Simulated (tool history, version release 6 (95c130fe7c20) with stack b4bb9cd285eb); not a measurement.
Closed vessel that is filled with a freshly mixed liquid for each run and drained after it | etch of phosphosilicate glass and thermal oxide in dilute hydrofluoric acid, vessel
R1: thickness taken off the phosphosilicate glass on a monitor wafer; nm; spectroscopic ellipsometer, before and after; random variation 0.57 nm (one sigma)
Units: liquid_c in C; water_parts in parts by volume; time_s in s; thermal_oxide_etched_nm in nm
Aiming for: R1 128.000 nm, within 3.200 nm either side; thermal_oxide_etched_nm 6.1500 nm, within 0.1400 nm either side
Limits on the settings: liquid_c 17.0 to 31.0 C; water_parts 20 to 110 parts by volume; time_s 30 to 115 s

run 1 hour=0.0 | liquid_c=23.0 water_parts=60 time_s=60 | R1=99.753 thermal_oxide_etched_nm=4.8328
run 2 hour=9.2 | liquid_c=24.0 water_parts=60 time_s=60 | R1=104.790 thermal_oxide_etched_nm=5.0588
run 3 hour=16.4 | liquid_c=24.0 water_parts=45 time_s=60 | R1=140.810 thermal_oxide_etched_nm=6.7940
run 4 hour=22.1 | liquid_c=23.5 water_parts=45 time_s=60 | R1=140.290 thermal_oxide_etched_nm=6.6732
run 5 hour=30.3 | liquid_c=23.0 water_parts=45 time_s=60 | R1=137.120 thermal_oxide_etched_nm=6.5382
run 6 hour=34.8 | liquid_c=23.0 water_parts=60 time_s=60 | R1=100.590 thermal_oxide_etched_nm=4.8222
run 7 hour=40.4 | liquid_c=27.0 water_parts=60 time_s=60 | R1=117.800 thermal_oxide_etched_nm=5.6111
run 8 hour=46.2 | liquid_c=27.5 water_parts=60 time_s=60 | R1=120.220 thermal_oxide_etched_nm=5.7721
run 9 hour=47.8 | liquid_c=28.0 water_parts=60 time_s=60 | R1=122.870 thermal_oxide_etched_nm=5.8967
run 10 hour=51.5 | liquid_c=28.5 water_parts=60 time_s=60 | R1=125.150 thermal_oxide_etched_nm=5.9906

5 candidate next runs follow, results not yet known. Just one meets every target within its allowed miss. Identify it.
run A hour=55.2 | liquid_c=29.5 water_parts=35 time_s=35 | R1=? thermal_oxide_etched_nm=?
run B hour=55.2 | liquid_c=28.0 water_parts=70 time_s=70 | R1=? thermal_oxide_etched_nm=?
run C hour=55.2 | liquid_c=24.5 water_parts=70 time_s=85 | R1=? thermal_oxide_etched_nm=?
run D hour=55.2 | liquid_c=27.0 water_parts=90 time_s=95 | R1=? thermal_oxide_etched_nm=?
run E hour=55.2 | liquid_c=30.5 water_parts=55 time_s=55 | R1=? thermal_oxide_etched_nm=?

move=A R1=134.660 thermal_oxide_etched_nm=6.5882
move=B R1=120.480 thermal_oxide_etched_nm=5.8943
move=C R1=127.290 thermal_oxide_etched_nm=6.2276
move=D R1=118.980 thermal_oxide_etched_nm=5.8211
move=E R1=135.800 thermal_oxide_etched_nm=6.6442
A: takes the biggest miss from the last run beyond its target
B: further off than the last run
C: each result inside its tolerance
D: further off than the last run
E: takes the biggest miss from the last run beyond its target
Answer: C

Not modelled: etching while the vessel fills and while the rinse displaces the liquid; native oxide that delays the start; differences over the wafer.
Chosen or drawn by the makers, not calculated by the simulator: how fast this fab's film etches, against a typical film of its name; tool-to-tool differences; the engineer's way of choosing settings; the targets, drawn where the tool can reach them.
